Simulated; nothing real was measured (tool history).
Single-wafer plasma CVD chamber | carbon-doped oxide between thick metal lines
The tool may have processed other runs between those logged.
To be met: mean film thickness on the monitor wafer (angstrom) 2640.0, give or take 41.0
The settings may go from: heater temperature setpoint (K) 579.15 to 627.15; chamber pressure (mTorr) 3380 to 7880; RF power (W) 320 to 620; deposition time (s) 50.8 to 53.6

run,hour,heater temperature setpoint (K),chamber pressure (mTorr),RF power (W),deposition time (s),mean film thickness on the monitor wafer (angstrom)
1,0.0,603.15,5630,470,53.6,2988.2
2,6.8,603.15,5630,470,53.6,2997.0
3,14.7,607.15,5210,460,53.6,2867.3
4,21.5,607.15,5210,460,53.6,2871.6
5,26.9,600.15,5210,460,53.6,2956.7
6,33.4,606.15,5010,460,53.6,2856.7
7,42.1,610.15,4880,460,53.6,2814.8
8,46.8,613.15,4750,460,53.6,2758.7

Exercise: of the 4 proposed moves below, exactly one satisfies all targets within the stated allowed misses. Which move is it?
A,51.5,610.15,4480,455,53.6,?
B,51.5,608.15,4700,435,53.6,?
C,51.5,608.15,4850,460,51.7,?
D,51.5,623.15,4180,515,50.8,?

move,mean film thickness on the monitor wafer (angstrom)
A,2742.9
B,2715.2
C,2723.0
D,2631.5
A: closes in on the targets versus the last run, not all within tolerance yet
B: closes in on the targets versus the last run, not all within tolerance yet
C: closes in on the targets versus the last run, not all within tolerance yet
D: every result within its allowed miss
D is the move that brings every result within its allowed miss.

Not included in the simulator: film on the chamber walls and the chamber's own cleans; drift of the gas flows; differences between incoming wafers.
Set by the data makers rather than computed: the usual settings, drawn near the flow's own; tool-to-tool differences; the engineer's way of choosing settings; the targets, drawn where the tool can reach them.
